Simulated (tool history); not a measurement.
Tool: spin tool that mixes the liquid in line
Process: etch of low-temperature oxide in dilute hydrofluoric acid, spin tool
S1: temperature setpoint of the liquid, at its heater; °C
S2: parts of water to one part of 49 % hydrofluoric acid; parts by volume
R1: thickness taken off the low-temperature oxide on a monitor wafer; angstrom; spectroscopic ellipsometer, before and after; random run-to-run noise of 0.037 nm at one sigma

{"run": 1, "hour": 0.0, "S1": 21, "S2": 140, "time under the liquid (s)": 55, "R1": 35.784}
{"run": 2, "hour": 8.3, "S1": 22, "S2": 140, "time under the liquid (s)": 55, "R1": 36.736}
{"run": 3, "hour": 14.3, "S1": 20.5, "S2": 140, "time under the liquid (s)": 55, "R1": 34.791}
{"run": 4, "hour": 21.7, "S1": 21.5, "S2": 140, "time under the liquid (s)": 55, "R1": 36.211}
{"run": 5, "hour": 27.4, "S1": 20, "S2": 140, "time under the liquid (s)": 55, "R1": 34.216}
{"run": 6, "hour": 36.4, "S1": 21, "S2": 140, "time under the liquid (s)": 55, "R1": 36.122}
{"run": 7, "hour": 43.8, "S1": 22, "S2": 140, "time under the liquid (s)": 55, "R1": 37.419}

Forecast run 8:
{"run": 8, "hour": 51.2, "S1": 23, "S2": 140, "time under the liquid (s)": 55, "R1": "?"}

Run 8 measured R1 38.79 angstrom.
